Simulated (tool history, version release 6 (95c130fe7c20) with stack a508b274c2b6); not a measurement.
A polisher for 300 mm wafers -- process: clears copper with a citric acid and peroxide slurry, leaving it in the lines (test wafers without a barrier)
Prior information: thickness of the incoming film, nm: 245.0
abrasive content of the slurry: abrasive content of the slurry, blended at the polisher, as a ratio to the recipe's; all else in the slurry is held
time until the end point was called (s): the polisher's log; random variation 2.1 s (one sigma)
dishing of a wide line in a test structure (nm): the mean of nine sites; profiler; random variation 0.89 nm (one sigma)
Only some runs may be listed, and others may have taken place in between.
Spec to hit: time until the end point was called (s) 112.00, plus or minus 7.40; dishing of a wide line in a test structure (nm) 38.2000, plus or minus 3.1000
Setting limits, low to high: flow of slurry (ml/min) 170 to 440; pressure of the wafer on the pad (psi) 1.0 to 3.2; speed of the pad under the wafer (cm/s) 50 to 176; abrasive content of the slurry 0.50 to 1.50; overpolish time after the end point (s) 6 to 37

| run | hour | flow of slurry (ml/min) | pressure of the wafer on the pad (psi) | speed of the pad under the wafer (cm/s) | abrasive content of the slurry | overpolish time after the end point (s) | time until the end point was called (s) | dishing of a wide line in a test structure (nm) |
|---|---|---|---|---|---|---|---|---|
| 1 | 0.0 | 280 | 2.1 | 112 | 1.00 | 19 | 171.14 | 18.7170 |
| 2 | 2.1 | 280 | 2.1 | 112 | 1.00 | 12 | 166.21 | 12.6820 |
| 3 | 9.0 | 325 | 2.1 | 112 | 1.00 | 12 | 159.08 | 12.1620 |
| 4 | 12.9 | 325 | 2.1 | 112 | 1.00 | 6 | 163.92 | 6.4638 |
| 5 | 15.0 | 365 | 2.1 | 112 | 1.00 | 6 | 164.74 | 6.9097 |
| 6 | 16.3 | 365 | 2.1 | 124 | 1.00 | 12 | 150.62 | 13.8830 |
| 7 | 18.7 | 365 | 2.2 | 132 | 1.00 | 14 | 131.85 | 17.1450 |
| 8 | 27.3 | 365 | 2.2 | 138 | 1.00 | 17 | 125.69 | 21.3770 |

Consider the 4 candidate settings below. Which is the only one whose results all fall within their allowed miss of target?
| A | 35.9 | 365 | 2.4 | 152 | 0.95 | 11 | ? | ? |
| B | 35.9 | 385 | 2.2 | 148 | 1.00 | 24 | ? | ? |
| C | 35.9 | 370 | 2.2 | 114 | 1.15 | 16 | ? | ? |
| D | 35.9 | 395 | 2.3 | 146 | 1.10 | 28 | ? | ? |

| move | time until the end point was called (s) | dishing of a wide line in a test structure (nm) |
|---|---|---|
| A | 106.32 | 17.8930 |
| B | 116.60 | 32.3420 |
| C | 144.78 | 18.9410 |
| D | 109.84 | 38.5010 |
A: the biggest miss grows against the last run
B: nearer than the last run, and not there yet
C: the biggest miss grows against the last run
D: meets every target
D is the move that brings every result within its allowed miss.
